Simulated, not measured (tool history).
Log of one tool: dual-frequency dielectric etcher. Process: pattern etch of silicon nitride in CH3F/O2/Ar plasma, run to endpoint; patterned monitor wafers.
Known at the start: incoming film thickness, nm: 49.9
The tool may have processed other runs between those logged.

run 1 day=0.000 | source_power_(kW)=0.410 bias_power_(kW)=0.077 | endpoint_time_(s)=80.797
run 2 day=0.196 | source_power_(kW)=0.360 bias_power_(kW)=0.070 | endpoint_time_(s)=90.783
run 3 day=0.325 | source_power_(kW)=0.360 bias_power_(kW)=0.082 | endpoint_time_(s)=84.453
run 4 day=0.650 | source_power_(kW)=0.330 bias_power_(kW)=0.079 | endpoint_time_(s)=89.534
run 5 day=0.862 | source_power_(kW)=0.330 bias_power_(kW)=0.068 | endpoint_time_(s)=96.106
run 6 day=0.950 | source_power_(kW)=0.320 bias_power_(kW)=0.068 | endpoint_time_(s)=96.844
run 7 day=1.225 | source_power_(kW)=0.310 bias_power_(kW)=0.068 | endpoint_time_(s)=99.316

For run 8, what comes out?
run 8 day=1.379 | source_power_(kW)=0.310 bias_power_(kW)=0.068 | endpoint_time_(s)=?

Logged for run 8: endpoint time (s) 98.824.
